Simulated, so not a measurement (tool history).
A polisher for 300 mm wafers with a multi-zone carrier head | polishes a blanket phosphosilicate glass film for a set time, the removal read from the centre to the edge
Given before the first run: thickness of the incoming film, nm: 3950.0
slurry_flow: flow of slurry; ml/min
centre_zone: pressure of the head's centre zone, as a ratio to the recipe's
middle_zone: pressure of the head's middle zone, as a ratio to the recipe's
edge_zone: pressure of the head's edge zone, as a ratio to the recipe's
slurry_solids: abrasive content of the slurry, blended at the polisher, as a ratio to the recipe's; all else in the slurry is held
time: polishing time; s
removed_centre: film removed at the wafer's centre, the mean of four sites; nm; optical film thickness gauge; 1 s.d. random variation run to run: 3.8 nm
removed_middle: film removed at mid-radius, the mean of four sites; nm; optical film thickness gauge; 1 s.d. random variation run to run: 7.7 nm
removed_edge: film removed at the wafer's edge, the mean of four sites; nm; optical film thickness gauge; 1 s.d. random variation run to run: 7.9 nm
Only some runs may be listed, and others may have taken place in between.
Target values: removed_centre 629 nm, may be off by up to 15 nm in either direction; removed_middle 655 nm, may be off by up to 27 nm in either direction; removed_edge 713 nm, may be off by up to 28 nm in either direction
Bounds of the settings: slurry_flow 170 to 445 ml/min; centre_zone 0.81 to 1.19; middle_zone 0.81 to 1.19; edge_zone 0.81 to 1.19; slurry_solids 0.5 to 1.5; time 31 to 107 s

Run 1, hour 0: slurry_flow 285 ml/min, centre_zone 1, middle_zone 1, edge_zone 1, slurry_solids 1, time 69 s. Result: removed_centre 862.38 nm, removed_middle 960.98 nm, removed_edge 922.85 nm.
Run 2, hour 5.4: slurry_flow 280 ml/min, centre_zone 0.99, middle_zone 0.98, edge_zone 0.99, slurry_solids 0.95, time 69 s. Result: removed_centre 842.43 nm, removed_middle 919.63 nm, removed_edge 913.35 nm.
Run 3, hour 13.7: slurry_flow 280 ml/min, centre_zone 0.98, middle_zone 0.97, edge_zone 0.98, slurry_solids 0.9, time 68 s. Result: removed_centre 820.47 nm, removed_middle 903.94 nm, removed_edge 893.97 nm.
Run 4, hour 20.1: slurry_flow 280 ml/min, centre_zone 0.98, middle_zone 0.97, edge_zone 1.06, slurry_solids 0.9, time 68 s. Result: removed_centre 817.74 nm, removed_middle 902.12 nm, removed_edge 906.86 nm.
Run 5, hour 29: slurry_flow 345 ml/min, centre_zone 0.98, middle_zone 0.97, edge_zone 1.06, slurry_solids 0.9, time 68 s. Result: removed_centre 825.95 nm, removed_middle 931.99 nm, removed_edge 919.53 nm.
Run 6, hour 29.7: slurry_flow 340 ml/min, centre_zone 0.98, middle_zone 0.96, edge_zone 1.05, slurry_solids 0.85, time 67 s. Result: removed_centre 804.55 nm, removed_middle 887.3 nm, removed_edge 888.95 nm.
At hour 38.3: centre zone pressure recalibrated.
Run 7, hour 38.3: slurry_flow 310 ml/min, centre_zone 0.88, middle_zone 0.86, edge_zone 0.95, slurry_solids 0.6, time 66 s. Result: removed_centre 685.86 nm, removed_middle 706.51 nm, removed_edge 757.49 nm.
Run 8, hour 43.3: slurry_flow 305 ml/min, centre_zone 0.87, middle_zone 0.86, edge_zone 0.95, slurry_solids 0.6, time 66 s. Result: removed_centre 685.5 nm, removed_middle 723.84 nm, removed_edge 753.08 nm.
Run 9, hour 45.6: slurry_flow 300 ml/min, centre_zone 0.87, middle_zone 0.85, edge_zone 0.95, slurry_solids 0.6, time 66 s. Result: removed_centre 687.39 nm, removed_middle 704.97 nm, removed_edge 744.64 nm.
Run 10, hour 51.2: slurry_flow 295 ml/min, centre_zone 0.86, middle_zone 0.85, edge_zone 0.96, slurry_solids 0.6, time 66 s. Result: removed_centre 679.9 nm, removed_middle 705.02 nm, removed_edge 762.13 nm.
Run 11, hour 59: slurry_flow 295 ml/min, centre_zone 0.85, middle_zone 0.85, edge_zone 0.96, slurry_solids 0.6, time 66 s. Result: removed_centre 676.94 nm, removed_middle 710.94 nm, removed_edge 751.69 nm.
Run 12, hour 64.9: slurry_flow 245 ml/min, centre_zone 0.82, middle_zone 0.81, edge_zone 0.95, slurry_solids 0.5, time 66 s. Result: removed_centre 605.94 nm, removed_middle 636.47 nm, removed_edge 700.88 nm.

Which one of the following 5 next-run settings gets every result inside its allowed miss? There is exactly one.
Run A, hour 70.8: slurry_flow 175 ml/min, centre_zone 0.81, middle_zone 0.81, edge_zone 1.05, slurry_solids 0.6, time 65 s. Result: removed_centre ?, removed_middle ?, removed_edge ?.
Run B, hour 70.8: slurry_flow 275 ml/min, centre_zone 0.96, middle_zone 0.81, edge_zone 1.05, slurry_solids 0.5, time 61 s. Result: removed_centre ?, removed_middle ?, removed_edge ?.
Run C, hour 70.8: slurry_flow 260 ml/min, centre_zone 0.82, middle_zone 0.81, edge_zone 0.9, slurry_solids 0.65, time 63 s. Result: removed_centre ?, removed_middle ?, removed_edge ?.
Run D, hour 70.8: slurry_flow 245 ml/min, centre_zone 0.81, middle_zone 0.81, edge_zone 0.98, slurry_solids 0.5, time 65 s. Result: removed_centre ?, removed_middle ?, removed_edge ?.
Run E, hour 70.8: slurry_flow 275 ml/min, centre_zone 0.83, middle_zone 0.85, edge_zone 1.02, slurry_solids 0.5, time 63 s. Result: removed_centre ?, removed_middle ?, removed_edge ?.

move  removed_centre  removed_middle  removed_edge
   A          579.56           620.9        740.77
   B          635.11          592.93        695.05
   C          623.66           657.4         724.4
   D          585.27          623.08        711.72
   E          587.22          631.98        708.82
A: its largest miss is bigger than the last run's
B: gets the furthest-off result to its target, but another result is out of tolerance
C: every result within its allowed miss
D: its largest miss is bigger than the last run's
E: its largest miss is bigger than the last run's
Answer: C

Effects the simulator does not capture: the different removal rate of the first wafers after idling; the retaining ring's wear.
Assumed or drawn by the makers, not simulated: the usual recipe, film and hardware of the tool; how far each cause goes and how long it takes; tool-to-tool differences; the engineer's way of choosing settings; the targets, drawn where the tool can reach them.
